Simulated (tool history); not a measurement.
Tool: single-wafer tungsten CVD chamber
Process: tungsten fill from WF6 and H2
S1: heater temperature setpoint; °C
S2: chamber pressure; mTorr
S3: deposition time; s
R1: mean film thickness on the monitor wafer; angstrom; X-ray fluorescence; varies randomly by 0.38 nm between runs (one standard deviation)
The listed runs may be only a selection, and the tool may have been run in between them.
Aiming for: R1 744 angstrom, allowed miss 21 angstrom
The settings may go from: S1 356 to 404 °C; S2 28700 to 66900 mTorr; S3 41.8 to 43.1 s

run  hour   S1     S2    S3      R1
  1     0  380  47800  41.8  1032.1
  2   7.7  380  44700  41.8  983.32
  3  14.6  380  49600  41.8  1050.5
  4  19.8  380  49600  41.8  1060.5
  5  21.3  380  49600  43.1  1075.5
  6  25.3  375  49300  43.1  953.81
  7  27.9  372  49200  43.1   890.6
  8  30.9  370  49100  43.1  850.73
  9  37.8  369  49000  43.1  832.19
 10  39.4  368  48900  43.1  808.22

Which one of the following 4 next-run settings gets every result inside its allowed miss? There is exactly one.
  A    41  367  50500  43.1   ?
  B    41  364  49000  41.8   ?
  C    41  366  49900  41.8   ?
  D    41  370  52900  41.9   ?

move      R1
   A  802.96
   B  710.88
   C  754.66
   D  861.25
A: better than the last run, though not everything is in spec
B: pushes the last run's worst result past its target
C: all results land within tolerance of their targets
D: further off than the last run
C meets every target.
